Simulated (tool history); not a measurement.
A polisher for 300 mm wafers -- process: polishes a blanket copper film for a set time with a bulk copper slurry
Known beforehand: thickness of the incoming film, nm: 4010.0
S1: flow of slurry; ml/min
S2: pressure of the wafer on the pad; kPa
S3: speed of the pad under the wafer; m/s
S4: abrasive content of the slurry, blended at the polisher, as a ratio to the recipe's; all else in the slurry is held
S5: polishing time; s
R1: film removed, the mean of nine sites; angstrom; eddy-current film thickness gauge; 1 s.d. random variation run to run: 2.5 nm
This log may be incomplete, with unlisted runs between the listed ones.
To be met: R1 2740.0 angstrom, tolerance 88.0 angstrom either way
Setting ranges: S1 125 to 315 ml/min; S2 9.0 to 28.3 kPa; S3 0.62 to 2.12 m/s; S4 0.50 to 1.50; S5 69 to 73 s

| run | day | S1 | S2 | S3 | S4 | S5 | R1 |
|---|---|---|---|---|---|---|---|
| 1 | 0.000 | 205 | 18.6 | 1.36 | 1.00 | 69 | 7415.8 |
| 2 | 0.296 | 205 | 18.6 | 1.36 | 1.10 | 69 | 7558.5 |
| 3 | 0.396 | 205 | 18.6 | 1.50 | 1.10 | 69 | 8326.3 |
| 4 | 0.633 | 200 | 17.2 | 1.38 | 1.10 | 69 | 7131.5 |
| 5 | 1.008 | 245 | 17.2 | 1.38 | 1.10 | 69 | 7279.2 |
| 6 | 1.108 | 245 | 15.9 | 1.26 | 1.10 | 69 | 6141.9 |
| 7 | 1.483 | 245 | 14.5 | 1.18 | 1.10 | 69 | 5285.2 |
| 8 | 1.742 | 245 | 13.8 | 1.12 | 1.10 | 69 | 4869.0 |
| 9 | 1.808 | 245 | 13.1 | 1.06 | 1.10 | 69 | 4357.1 |
| 10 | 1.979 | 240 | 12.4 | 1.02 | 1.10 | 69 | 3935.7 |
| 11 | 2.238 | 185 | 9.0 | 0.88 | 1.10 | 69 | 2453.4 |
| 12 | 2.488 | 190 | 9.0 | 0.88 | 1.10 | 69 | 2465.5 |
| 13 | 2.583 | 190 | 9.0 | 0.88 | 1.10 | 69 | 2467.2 |
| 14 | 2.858 | 195 | 9.0 | 0.88 | 1.10 | 69 | 2456.9 |
| 15 | 3.117 | 200 | 9.0 | 0.88 | 1.10 | 69 | 2486.0 |
| 16 | 3.333 | 205 | 9.0 | 0.88 | 1.10 | 69 | 2500.6 |
| 17 | 3.450 | 225 | 11.0 | 0.88 | 1.10 | 69 | 3067.0 |

Next run, 4 choices. One meets every target within its allowed miss, the rest don't. Which?
| A | 3.567 | 260 | 13.8 | 0.70 | 0.90 | 69 | ? |
| B | 3.567 | 210 | 13.1 | 0.76 | 1.15 | 73 | ? |
| C | 3.567 | 240 | 9.7 | 1.06 | 1.05 | 71 | ? |
| D | 3.567 | 220 | 11.7 | 0.72 | 1.05 | 72 | ? |

| move | R1 |
|---|---|
| A | 2932.8 |
| B | 3313.8 |
| C | 3286.4 |
| D | 2745.5 |
A: closes in on the targets versus the last run, not all within tolerance yet
B: lands further from the targets than the last run did
C: lands further from the targets than the last run did
D: all results land within tolerance of their targets
Move D is the one to make.
